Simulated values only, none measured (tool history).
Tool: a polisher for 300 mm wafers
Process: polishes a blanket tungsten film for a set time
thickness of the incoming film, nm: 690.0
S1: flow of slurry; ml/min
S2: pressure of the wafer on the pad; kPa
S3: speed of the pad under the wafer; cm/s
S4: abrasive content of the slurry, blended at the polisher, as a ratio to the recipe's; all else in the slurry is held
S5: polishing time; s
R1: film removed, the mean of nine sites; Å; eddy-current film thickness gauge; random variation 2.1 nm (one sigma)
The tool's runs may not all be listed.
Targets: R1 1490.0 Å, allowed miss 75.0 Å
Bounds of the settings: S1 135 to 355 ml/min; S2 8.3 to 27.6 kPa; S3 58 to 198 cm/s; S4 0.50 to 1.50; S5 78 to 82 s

| run | hour | S1 | S2 | S3 | S4 | S5 | R1 |
|---|---|---|---|---|---|---|---|
| 1 | 0.0 | 225 | 17.9 | 128 | 1.00 | 78 | 2856.2 |
| 2 | 6.5 | 225 | 15.9 | 124 | 1.00 | 78 | 2597.3 |
| 3 | 9.3 | 225 | 15.9 | 124 | 0.95 | 78 | 2493.9 |
| 4 | 14.0 | 225 | 15.9 | 124 | 0.75 | 78 | 2334.1 |
| 5 | 14.7 | 225 | 13.8 | 120 | 0.75 | 78 | 2059.1 |
| 6 | 16.5 | 225 | 12.4 | 118 | 0.75 | 78 | 1840.4 |
| 7 | 19.8 | 225 | 11.7 | 118 | 0.75 | 78 | 1774.0 |
| 8 | 21.6 | 225 | 11.0 | 118 | 0.75 | 78 | 1687.0 |
| 9 | 23.4 | 225 | 10.3 | 118 | 0.75 | 78 | 1587.2 |

Which of these 4 next moves meets every target?
| A | 25.2 | 190 | 10.3 | 126 | 0.65 | 79 | ? |
| B | 25.2 | 165 | 9.0 | 116 | 0.80 | 82 | ? |
| C | 25.2 | 270 | 11.7 | 102 | 0.85 | 79 | ? |
| D | 25.2 | 135 | 8.3 | 160 | 1.00 | 78 | ? |

| move | R1 |
|---|---|
| A | 1617.5 |
| B | 1500.5 |
| C | 1755.3 |
| D | 1702.5 |
A: further off than the last run
B: meets every target
C: further off than the last run
D: further off than the last run
Move B is the one to make.

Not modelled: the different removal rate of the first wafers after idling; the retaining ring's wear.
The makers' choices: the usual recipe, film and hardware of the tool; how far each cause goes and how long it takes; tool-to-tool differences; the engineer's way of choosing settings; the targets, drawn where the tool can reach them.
